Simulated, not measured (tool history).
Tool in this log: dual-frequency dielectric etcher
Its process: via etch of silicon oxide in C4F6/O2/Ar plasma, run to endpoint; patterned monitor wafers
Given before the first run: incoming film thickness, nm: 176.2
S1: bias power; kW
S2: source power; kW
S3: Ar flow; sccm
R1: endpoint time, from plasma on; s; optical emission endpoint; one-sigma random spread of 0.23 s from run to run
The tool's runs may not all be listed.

run  hour     S1     S2   S3      R1
  1   0.0  0.584  0.350  301  37.791
  2   1.0  0.557  0.340  302  39.480
  3   8.6  0.557  0.390  302  37.426
  4  16.3  0.531  0.390  303  37.579
  5  17.9  0.531  0.390  335  38.294
  6  23.9  0.601  0.390  335  36.574
  7  30.5  0.570  0.380  337  38.086
  8  37.3  0.545  0.370  338  38.555
  9  46.1  0.545  0.370  338  38.817
 10  47.2  0.523  0.360  339  39.542
 11  54.0  0.504  0.350  340  40.337

Run 12, settings as shown, results not yet in. Your forecast:
 12  61.4  0.488  0.350  341   ?

For run 12 the tool returned R1 41.050 s.
